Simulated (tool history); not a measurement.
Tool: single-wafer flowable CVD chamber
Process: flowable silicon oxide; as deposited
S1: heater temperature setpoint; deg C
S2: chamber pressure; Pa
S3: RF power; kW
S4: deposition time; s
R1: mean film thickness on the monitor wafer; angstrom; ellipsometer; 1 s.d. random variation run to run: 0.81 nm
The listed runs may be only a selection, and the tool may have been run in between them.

{"run": 1, "hour": 0.0, "S1": 110, "S2": 109.7, "S3": 1.87, "S4": 730, "R1": 3266.6}
{"run": 2, "hour": 2.4, "S1": 113, "S2": 109.7, "S3": 1.87, "S4": 730, "R1": 2991.3}
{"run": 3, "hour": 6.0, "S1": 115, "S2": 109.7, "S3": 1.87, "S4": 730, "R1": 2854.1}
{"run": 4, "hour": 14.9, "S1": 115, "S2": 122.9, "S3": 1.87, "S4": 730, "R1": 3124.8}
{"run": 5, "hour": 17.3, "S1": 107, "S2": 122.9, "S3": 1.87, "S4": 730, "R1": 3915.7}
{"run": 6, "hour": 20.7, "S1": 99, "S2": 122.9, "S3": 1.87, "S4": 730, "R1": 4967.2}
{"run": 7, "hour": 26.7, "S1": 105, "S2": 122.8, "S3": 1.87, "S4": 730, "R1": 4165.9}

What will run 8 give?
{"run": 8, "hour": 34.1, "S1": 105, "S2": 122.8, "S3": 1.87, "S4": 730, "R1": "?"}

Run 8 measured R1 4152.7 angstrom.
